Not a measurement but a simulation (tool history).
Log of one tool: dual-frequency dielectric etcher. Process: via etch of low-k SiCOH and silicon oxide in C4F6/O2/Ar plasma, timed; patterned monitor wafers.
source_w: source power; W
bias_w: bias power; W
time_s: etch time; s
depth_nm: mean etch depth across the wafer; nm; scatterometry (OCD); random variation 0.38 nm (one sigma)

Run 1, hour 0.0: source_w 270 W, bias_w 175 W, time_s 47 s. Result: depth_nm 102.480 nm.
Run 2, hour 9.0: source_w 240 W, bias_w 175 W, time_s 47 s. Result: depth_nm 97.278 nm.
Run 3, hour 15.2: source_w 260 W, bias_w 185 W, time_s 47 s. Result: depth_nm 103.970 nm.
Run 4, hour 20.9: source_w 260 W, bias_w 204 W, time_s 47 s. Result: depth_nm 109.760 nm.
Run 5, hour 28.2: source_w 310 W, bias_w 204 W, time_s 47 s. Result: depth_nm 118.120 nm.
Run 6, hour 31.0: source_w 350 W, bias_w 204 W, time_s 47 s. Result: depth_nm 125.170 nm.
Run 7, hour 37.8: source_w 350 W, bias_w 206 W, time_s 47 s. Result: depth_nm 126.490 nm.
Run 8, hour 40.7: source_w 350 W, bias_w 208 W, time_s 47 s. Result: depth_nm 126.780 nm.
Run 9, hour 46.1: source_w 350 W, bias_w 210 W, time_s 47 s. Result: depth_nm 127.590 nm.

Forecast run 10:
Run 10, hour 54.6: source_w 350 W, bias_w 211 W, time_s 47 s. Result: depth_nm ?.

Run 10 gave depth_nm 127.070 nm.
